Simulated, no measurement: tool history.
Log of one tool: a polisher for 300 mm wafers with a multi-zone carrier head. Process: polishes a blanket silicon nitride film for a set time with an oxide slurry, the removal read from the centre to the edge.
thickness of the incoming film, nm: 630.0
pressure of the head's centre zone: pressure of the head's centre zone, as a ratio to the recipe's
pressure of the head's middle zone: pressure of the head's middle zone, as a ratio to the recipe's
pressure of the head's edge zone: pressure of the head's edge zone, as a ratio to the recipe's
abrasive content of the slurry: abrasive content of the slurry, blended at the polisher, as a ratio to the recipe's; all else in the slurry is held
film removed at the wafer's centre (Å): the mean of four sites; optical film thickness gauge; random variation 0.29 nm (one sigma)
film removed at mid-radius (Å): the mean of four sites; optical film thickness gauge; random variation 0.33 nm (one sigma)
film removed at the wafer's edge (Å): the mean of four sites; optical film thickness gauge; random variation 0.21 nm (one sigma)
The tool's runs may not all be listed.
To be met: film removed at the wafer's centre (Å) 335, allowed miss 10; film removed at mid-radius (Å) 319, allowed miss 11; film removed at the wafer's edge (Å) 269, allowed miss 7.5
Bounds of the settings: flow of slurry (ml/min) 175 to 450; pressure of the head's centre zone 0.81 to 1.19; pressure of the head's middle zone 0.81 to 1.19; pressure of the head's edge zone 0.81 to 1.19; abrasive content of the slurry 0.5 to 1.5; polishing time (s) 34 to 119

run	hour	flow of slurry (ml/min)	pressure of the head's centre zone	pressure of the head's middle zone	pressure of the head's edge zone	abrasive content of the slurry	polishing time (s)	film removed at the wafer's centre (Å)	film removed at mid-radius (Å)	film removed at the wafer's edge (Å)
1	0	290	1	1	1	1	76	277.73	277.32	277.38
2	4.6	300	1.03	1.02	0.98	1	76	294.02	284.58	277.85
3	6.5	300	1.03	1.02	0.98	1	61	233.84	226.19	223.02
4	13.3	300	0.99	1.02	0.98	1	61	224.53	233.4	223.72
5	19.4	315	1.02	1.05	0.97	1.05	61	238.7	238.79	224.91
6	24.9	315	1.02	1.05	0.97	1.05	78	307.7	307.61	291.56
7	28.7	320	1.03	1.06	0.95	1.05	78	314.54	312.65	287.15
8	34.6	325	1.04	1.07	0.94	1.05	78	311.6	315.35	283.55
9	36	330	1.05	1.07	0.93	1.05	78	321	316.84	287.58
10	39.7	330	1.11	1.12	0.83	0.95	78	317.79	311.06	257.87
11	45.6	335	1.11	1.12	0.84	0.95	78	318.64	311.52	256.57
12	51.1	355	1.14	1.12	0.92	1	78	337.43	324.19	278.67
13	53.7	355	1.14	1.12	0.92	1	78	334.38	323.49	281.49
14	62.4	350	1.14	1.12	0.91	1	78	337.05	319.94	275.99

Which of these 5 next moves meets every target?
A	71.1	300	1.19	1.13	0.88	0.85	88	?	?	?
B	71.1	405	1.17	1.13	0.98	0.75	94	?	?	?
C	71.1	345	1.08	1.13	0.92	1	80	?	?	?
D	71.1	370	1.12	1.19	0.86	0.8	89	?	?	?
E	71.1	345	1.17	1.17	0.94	1	75	?	?	?

move	film removed at the wafer's centre (Å)	film removed at mid-radius (Å)	film removed at the wafer's edge (Å)
A	354.87	332.34	274.76
B	350.63	333.15	288
C	327.64	338.05	284.29
D	330.57	343.43	267.32
E	333.04	326.4	269.06
A: brings the result that was furthest off to its target, and leaves another outside
B: further off than the last run
C: further off than the last run
D: brings the result that was furthest off to its target, and leaves another outside
E: meets every target
Answer: E
